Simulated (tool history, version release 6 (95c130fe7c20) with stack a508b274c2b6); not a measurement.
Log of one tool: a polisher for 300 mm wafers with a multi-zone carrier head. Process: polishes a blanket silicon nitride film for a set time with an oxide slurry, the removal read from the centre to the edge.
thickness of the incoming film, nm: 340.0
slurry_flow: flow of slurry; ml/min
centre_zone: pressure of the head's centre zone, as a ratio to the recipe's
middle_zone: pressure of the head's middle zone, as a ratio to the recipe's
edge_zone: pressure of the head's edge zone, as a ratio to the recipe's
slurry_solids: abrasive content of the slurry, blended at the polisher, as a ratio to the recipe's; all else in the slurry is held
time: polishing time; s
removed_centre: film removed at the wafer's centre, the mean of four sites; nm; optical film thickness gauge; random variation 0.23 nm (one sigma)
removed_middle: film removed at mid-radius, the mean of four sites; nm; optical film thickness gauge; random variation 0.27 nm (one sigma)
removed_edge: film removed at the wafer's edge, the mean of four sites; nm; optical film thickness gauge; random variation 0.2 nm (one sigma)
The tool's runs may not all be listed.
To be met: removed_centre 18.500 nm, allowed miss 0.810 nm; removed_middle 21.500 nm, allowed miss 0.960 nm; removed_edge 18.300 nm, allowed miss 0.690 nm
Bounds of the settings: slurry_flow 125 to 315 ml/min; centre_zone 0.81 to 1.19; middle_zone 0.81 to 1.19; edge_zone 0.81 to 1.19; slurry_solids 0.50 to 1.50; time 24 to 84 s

Run 1, hour 0.0: slurry_flow 205 ml/min, centre_zone 1.00, middle_zone 1.00, edge_zone 1.00, slurry_solids 1.00, time 54 s. Result: removed_centre 26.083 nm, removed_middle 25.503 nm, removed_edge 26.469 nm.
Run 2, hour 0.9: slurry_flow 205 ml/min, centre_zone 0.99, middle_zone 1.03, edge_zone 0.97, slurry_solids 0.90, time 53 s. Result: removed_centre 24.257 nm, removed_middle 23.843 nm, removed_edge 23.875 nm.
Run 3, hour 4.4: slurry_flow 200 ml/min, centre_zone 0.96, middle_zone 1.06, edge_zone 0.94, slurry_solids 0.85, time 53 s. Result: removed_centre 23.126 nm, removed_middle 24.251 nm, removed_edge 23.153 nm.
Run 4, hour 8.5: slurry_flow 200 ml/min, centre_zone 0.96, middle_zone 1.10, edge_zone 0.94, slurry_solids 0.85, time 53 s. Result: removed_centre 23.407 nm, removed_middle 24.427 nm, removed_edge 22.663 nm.
Run 5, hour 13.1: slurry_flow 195 ml/min, centre_zone 0.94, middle_zone 1.11, edge_zone 0.92, slurry_solids 0.80, time 53 s. Result: removed_centre 21.960 nm, removed_middle 23.901 nm, removed_edge 21.676 nm.
Run 6, hour 18.3: slurry_flow 195 ml/min, centre_zone 0.94, middle_zone 1.17, edge_zone 0.92, slurry_solids 0.80, time 53 s. Result: removed_centre 22.303 nm, removed_middle 25.363 nm, removed_edge 22.319 nm.
Run 7, hour 20.1: slurry_flow 195 ml/min, centre_zone 0.93, middle_zone 1.16, edge_zone 0.90, slurry_solids 0.75, time 53 s. Result: removed_centre 21.221 nm, removed_middle 24.025 nm, removed_edge 20.845 nm.
Run 8, hour 22.1: slurry_flow 190 ml/min, centre_zone 0.92, middle_zone 1.15, edge_zone 0.88, slurry_solids 0.75, time 53 s. Result: removed_centre 20.835 nm, removed_middle 23.996 nm, removed_edge 20.691 nm.
Run 9, hour 23.5: slurry_flow 190 ml/min, centre_zone 0.92, middle_zone 1.14, edge_zone 0.87, slurry_solids 0.70, time 53 s. Result: removed_centre 20.214 nm, removed_middle 22.683 nm, removed_edge 20.043 nm.

5 next moves are on the table. One of them brings every result within its allowed miss. Which?
Run A, hour 24.9: slurry_flow 150 ml/min, centre_zone 1.13, middle_zone 0.94, edge_zone 0.84, slurry_solids 0.55, time 69 s. Result: removed_centre ?, removed_middle ?, removed_edge ?.
Run B, hour 24.9: slurry_flow 205 ml/min, centre_zone 0.90, middle_zone 1.00, edge_zone 0.96, slurry_solids 0.65, time 57 s. Result: removed_centre ?, removed_middle ?, removed_edge ?.
Run C, hour 24.9: slurry_flow 180 ml/min, centre_zone 0.87, middle_zone 1.13, edge_zone 0.81, slurry_solids 0.80, time 47 s. Result: removed_centre ?, removed_middle ?, removed_edge ?.
Run D, hour 24.9: slurry_flow 200 ml/min, centre_zone 0.81, middle_zone 1.02, edge_zone 0.95, slurry_solids 0.60, time 58 s. Result: removed_centre ?, removed_middle ?, removed_edge ?.
Run E, hour 24.9: slurry_flow 185 ml/min, centre_zone 0.83, middle_zone 1.19, edge_zone 0.82, slurry_solids 0.75, time 50 s. Result: removed_centre ?, removed_middle ?, removed_edge ?.

move  removed_centre  removed_middle  removed_edge
   A          24.341          20.910        21.378
   B          20.962          21.347        21.600
   C          18.591          21.423        18.204
   D          19.207          20.996        20.803
   E          18.773          23.146        18.864
A: further off than the last run
B: further off than the last run
C: meets every target
D: further off than the last run
E: brings the result that was furthest off to its target, and leaves another outside
The right move is C.
